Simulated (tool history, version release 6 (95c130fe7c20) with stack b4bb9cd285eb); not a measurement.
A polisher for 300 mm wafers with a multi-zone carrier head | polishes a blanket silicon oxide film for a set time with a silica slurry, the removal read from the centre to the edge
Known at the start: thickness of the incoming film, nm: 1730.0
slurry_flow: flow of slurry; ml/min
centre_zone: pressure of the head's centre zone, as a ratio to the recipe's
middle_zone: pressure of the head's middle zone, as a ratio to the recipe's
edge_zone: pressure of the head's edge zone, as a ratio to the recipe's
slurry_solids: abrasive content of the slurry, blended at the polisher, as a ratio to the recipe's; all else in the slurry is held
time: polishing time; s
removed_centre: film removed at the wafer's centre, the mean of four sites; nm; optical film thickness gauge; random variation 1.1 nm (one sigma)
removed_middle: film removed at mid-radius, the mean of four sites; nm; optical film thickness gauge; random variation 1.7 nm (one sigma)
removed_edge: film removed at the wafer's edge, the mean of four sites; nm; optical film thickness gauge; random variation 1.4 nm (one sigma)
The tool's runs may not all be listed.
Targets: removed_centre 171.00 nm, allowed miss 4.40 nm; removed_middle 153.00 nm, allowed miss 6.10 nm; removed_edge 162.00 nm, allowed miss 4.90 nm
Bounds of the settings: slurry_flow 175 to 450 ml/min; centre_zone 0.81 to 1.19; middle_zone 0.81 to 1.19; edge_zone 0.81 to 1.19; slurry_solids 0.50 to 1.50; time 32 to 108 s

{"run": 1, "hour": 0.0, "slurry_flow": 290, "centre_zone": 1.0, "middle_zone": 1.0, "edge_zone": 1.0, "slurry_solids": 1.0, "time": 70, "removed_centre": 246.45, "removed_middle": 253.4, "removed_edge": 253.62}
{"run": 2, "hour": 1.9, "slurry_flow": 290, "centre_zone": 1.0, "middle_zone": 1.0, "edge_zone": 1.0, "slurry_solids": 1.0, "time": 59, "removed_centre": 212.64, "removed_middle": 212.5, "removed_edge": 213.45}
{"run": 3, "hour": 6.1, "slurry_flow": 360, "centre_zone": 1.0, "middle_zone": 1.0, "edge_zone": 1.0, "slurry_solids": 1.0, "time": 59, "removed_centre": 217.29, "removed_middle": 215.77, "removed_edge": 214.88}
{"run": 4, "hour": 9.8, "slurry_flow": 370, "centre_zone": 1.0, "middle_zone": 0.97, "edge_zone": 0.98, "slurry_solids": 0.9, "time": 59, "removed_centre": 208.26, "removed_middle": 208.39, "removed_edge": 205.48}
{"run": 5, "hour": 16.5, "slurry_flow": 370, "centre_zone": 1.05, "middle_zone": 0.97, "edge_zone": 0.98, "slurry_solids": 0.9, "time": 59, "removed_centre": 218.82, "removed_middle": 207.26, "removed_edge": 207.0}
{"run": 6, "hour": 24.5, "slurry_flow": 370, "centre_zone": 1.05, "middle_zone": 0.97, "edge_zone": 1.05, "slurry_solids": 0.9, "time": 59, "removed_centre": 218.07, "removed_middle": 208.77, "removed_edge": 208.15}
{"run": 7, "hour": 26.0, "slurry_flow": 370, "centre_zone": 1.05, "middle_zone": 0.94, "edge_zone": 1.05, "slurry_solids": 0.8, "time": 58, "removed_centre": 203.96, "removed_middle": 191.4, "removed_edge": 196.7}
{"run": 8, "hour": 29.4, "slurry_flow": 380, "centre_zone": 1.05, "middle_zone": 0.92, "edge_zone": 1.04, "slurry_solids": 0.75, "time": 57, "removed_centre": 195.8, "removed_middle": 176.89, "removed_edge": 188.41}
{"run": 9, "hour": 34.9, "slurry_flow": 385, "centre_zone": 1.05, "middle_zone": 0.92, "edge_zone": 1.02, "slurry_solids": 0.7, "time": 57, "removed_centre": 191.09, "removed_middle": 175.18, "removed_edge": 179.1}
{"run": 10, "hour": 41.4, "slurry_flow": 375, "centre_zone": 1.04, "middle_zone": 0.9, "edge_zone": 1.0, "slurry_solids": 0.7, "time": 57, "removed_centre": 187.46, "removed_middle": 172.29, "removed_edge": 181.64}
{"run": 11, "hour": 43.4, "slurry_flow": 370, "centre_zone": 1.06, "middle_zone": 0.89, "edge_zone": 0.97, "slurry_solids": 0.5, "time": 56, "removed_centre": 163.5, "removed_middle": 145.62, "removed_edge": 153.09}
{"run": 12, "hour": 51.9, "slurry_flow": 380, "centre_zone": 1.06, "middle_zone": 0.89, "edge_zone": 0.98, "slurry_solids": 0.5, "time": 56, "removed_centre": 162.38, "removed_middle": 146.44, "removed_edge": 153.26}

5 next moves are on the table. One of them brings every result within its allowed miss. Which?
{"run": "A", "hour": 60.4, "slurry_flow": 390, "centre_zone": 1.02, "middle_zone": 0.9, "edge_zone": 1.01, "slurry_solids": 0.55, "time": 62, "removed_centre": "?", "removed_middle": "?", "removed_edge": "?"}
{"run": "B", "hour": 60.4, "slurry_flow": 355, "centre_zone": 1.14, "middle_zone": 0.88, "edge_zone": 0.98, "slurry_solids": 0.55, "time": 57, "removed_centre": "?", "removed_middle": "?", "removed_edge": "?"}
{"run": "C", "hour": 60.4, "slurry_flow": 445, "centre_zone": 1.02, "middle_zone": 0.93, "edge_zone": 0.88, "slurry_solids": 0.55, "time": 58, "removed_centre": "?", "removed_middle": "?", "removed_edge": "?"}
{"run": "D", "hour": 60.4, "slurry_flow": 405, "centre_zone": 1.03, "middle_zone": 1.05, "edge_zone": 0.92, "slurry_solids": 0.55, "time": 58, "removed_centre": "?", "removed_middle": "?", "removed_edge": "?"}
{"run": "E", "hour": 60.4, "slurry_flow": 380, "centre_zone": 1.03, "middle_zone": 0.85, "edge_zone": 0.92, "slurry_solids": 0.5, "time": 61, "removed_centre": "?", "removed_middle": "?", "removed_edge": "?"}

move=A removed_centre=181.23 removed_middle=167.17 removed_edge=178.39
move=B removed_centre=184.69 removed_middle=150.54 removed_edge=161.77
move=C removed_centre=171.36 removed_middle=160.81 removed_edge=162.35
move=D removed_centre=171.87 removed_middle=171.24 removed_edge=163.09
move=E removed_centre=172.17 removed_middle=152.53 removed_edge=164.09
A: takes the result that was furthest off past its target
B: takes the result that was furthest off past its target
C: brings the result that was furthest off to its target, and leaves another outside
D: brings the result that was furthest off to its target, and leaves another outside
E: meets every target
The right move is E.
